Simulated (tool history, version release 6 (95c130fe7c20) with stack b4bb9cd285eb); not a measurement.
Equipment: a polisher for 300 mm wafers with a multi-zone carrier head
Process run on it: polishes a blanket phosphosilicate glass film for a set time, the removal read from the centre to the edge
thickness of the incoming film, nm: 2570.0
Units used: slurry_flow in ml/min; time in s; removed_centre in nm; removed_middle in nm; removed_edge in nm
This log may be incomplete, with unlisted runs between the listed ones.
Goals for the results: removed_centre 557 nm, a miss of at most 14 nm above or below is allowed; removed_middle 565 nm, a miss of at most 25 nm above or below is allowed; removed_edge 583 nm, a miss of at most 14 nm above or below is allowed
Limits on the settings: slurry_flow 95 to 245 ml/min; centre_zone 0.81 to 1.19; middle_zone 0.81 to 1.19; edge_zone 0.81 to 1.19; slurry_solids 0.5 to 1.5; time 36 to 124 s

| run | hour | slurry_flow | centre_zone | middle_zone | edge_zone | slurry_solids | time | removed_centre | removed_middle | removed_edge |
|---|---|---|---|---|---|---|---|---|---|---|
| 1 | 0 | 155 | 1 | 1 | 1 | 1 | 79 | 452.58 | 452.88 | 466.95 |
| 2 | 7.4 | 165 | 1.01 | 1.01 | 1.03 | 1.05 | 79 | 472.93 | 461.69 | 482.22 |
| 3 | 11.2 | 170 | 1.01 | 1.02 | 1.05 | 1.1 | 79 | 481.51 | 465.36 | 496.15 |
| 4 | 19.6 | 175 | 1.01 | 1.04 | 1.06 | 1.15 | 79 | 486.14 | 501.93 | 508.46 |
| 5 | 22.7 | 190 | 1.01 | 1.04 | 1.06 | 1.15 | 79 | 501.3 | 492.16 | 518.69 |
| 6 | 28 | 190 | 0.98 | 1.04 | 1.06 | 1.15 | 79 | 480.81 | 505.56 | 513.07 |
| 7 | 30.2 | 195 | 0.99 | 1.05 | 1.07 | 1.2 | 79 | 501.71 | 508.4 | 518.76 |
| 8 | 39.2 | 215 | 0.96 | 1.1 | 1.15 | 1.45 | 81 | 523.85 | 567.7 | 592.5 |

5 candidate next runs follow, results not yet known. Just one meets every target within its allowed miss. Identify it.
| A | 48.2 | 205 | 0.91 | 1.06 | 1.08 | 1.5 | 80 | ? | ? | ? |
| B | 48.2 | 215 | 0.99 | 1.12 | 1.18 | 1.45 | 79 | ? | ? | ? |
| C | 48.2 | 210 | 0.92 | 1.19 | 0.96 | 1.5 | 83 | ? | ? | ? |
| D | 48.2 | 200 | 1.1 | 1.11 | 1.04 | 1.4 | 80 | ? | ? | ? |
| E | 48.2 | 205 | 1.02 | 1.09 | 1.12 | 1.5 | 80 | ? | ? | ? |

| move | removed_centre | removed_middle | removed_edge |
|---|---|---|---|
| A | 496.3 | 554.4 | 572.84 |
| B | 532.63 | 563.61 | 589.04 |
| C | 522.86 | 618.28 | 561.9 |
| D | 587.47 | 556.52 | 550.07 |
| E | 556.87 | 563.15 | 583.32 |
A: its largest miss is bigger than the last run's
B: closer than the last run, but not yet in spec
C: no better and no worse than the last run
D: moves the result that the last run missed by most past its target, out the other side
E: each result inside its tolerance
E is the move that brings every result within its allowed miss.
